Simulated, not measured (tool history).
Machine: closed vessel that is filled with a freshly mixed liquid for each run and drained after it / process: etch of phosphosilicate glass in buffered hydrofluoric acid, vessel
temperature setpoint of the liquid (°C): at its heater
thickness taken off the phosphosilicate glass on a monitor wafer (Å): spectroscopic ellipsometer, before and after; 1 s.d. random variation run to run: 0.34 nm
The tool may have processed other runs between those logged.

run	hour	temperature setpoint of the liquid (°C)	parts of 40 % ammonium fluoride to one part of 49 % hydrofluoric acid (parts by volume)	time in the liquid (s)	thickness taken off the phosphosilicate glass on a monitor wafer (Å)
1	0	22	19.5	30	896.28
2	5.4	22	14	30	1245.3
3	11.1	22	14	30	1246.4
4	14.1	21	14.5	30	1134
5	16.7	20.5	15	30	1064.1
6	24.2	20	15.5	30	990.63
7	25.5	19.5	15.5	30	974.16
8	27.4	19.5	15.5	30	973.22
9	36.1	19	16	30	912.36
10	39.1	18.5	16	30	888.16
11	40.4	17	18.5	30	706.4

For run 12, what comes out?
12	46.5	17.5	18.5	30	?

{"run 12": {"thickness taken off the phosphosilicate glass on a monitor wafer (Å)": 730.4}}

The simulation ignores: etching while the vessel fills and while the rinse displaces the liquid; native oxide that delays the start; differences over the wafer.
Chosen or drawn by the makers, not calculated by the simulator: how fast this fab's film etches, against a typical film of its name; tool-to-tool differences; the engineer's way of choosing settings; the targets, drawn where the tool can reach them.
